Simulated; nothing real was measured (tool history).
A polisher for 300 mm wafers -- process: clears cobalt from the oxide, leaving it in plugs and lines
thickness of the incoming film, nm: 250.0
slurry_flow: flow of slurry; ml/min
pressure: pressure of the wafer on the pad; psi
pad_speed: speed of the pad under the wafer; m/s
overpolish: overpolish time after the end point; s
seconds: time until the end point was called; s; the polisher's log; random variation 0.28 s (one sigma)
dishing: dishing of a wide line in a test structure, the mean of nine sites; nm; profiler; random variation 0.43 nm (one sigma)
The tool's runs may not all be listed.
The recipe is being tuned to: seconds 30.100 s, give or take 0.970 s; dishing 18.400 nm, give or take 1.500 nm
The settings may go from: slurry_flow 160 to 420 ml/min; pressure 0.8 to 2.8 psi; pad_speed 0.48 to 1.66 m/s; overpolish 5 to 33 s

run,day,slurry_flow,pressure,pad_speed,overpolish,seconds,dishing
1,0.000,270,1.8,1.06,17,42.478,17.661
2,0.138,240,1.8,1.06,17,42.194,18.611
3,0.392,180,1.8,1.06,17,44.307,19.440
4,0.450,200,2.0,1.06,16,38.997,19.327
5,0.688,200,2.0,0.80,16,51.152,18.561
6,0.846,200,1.6,0.80,16,63.582,17.756
7,1.071,230,2.0,0.82,15,49.837,18.326
8,1.221,260,2.2,0.84,15,43.508,18.868
9,1.533,310,2.4,0.86,14,38.468,18.174
10,1.575,310,2.4,0.86,14,38.391,17.489
11,1.646,315,2.8,0.88,22,31.874,18.118
12,1.704,310,2.8,0.90,22,31.122,19.491

Below are 4 possible settings for the next run. Only one of them brings all results inside the allowed miss of their targets. Which is it?
A,1.762,275,2.8,0.86,27,?,?
B,1.762,345,2.7,1.06,21,?,?
C,1.762,315,2.7,0.90,24,?,?
D,1.762,420,2.8,0.92,17,?,?

move,seconds,dishing
A,32.999,18.676
B,27.348,18.638
C,32.293,18.673
D,29.830,18.647
A: misses by more than the last run did
B: takes the biggest miss from the last run beyond its target
C: misses by more than the last run did
D: meets every target
The move that meets every target is D.
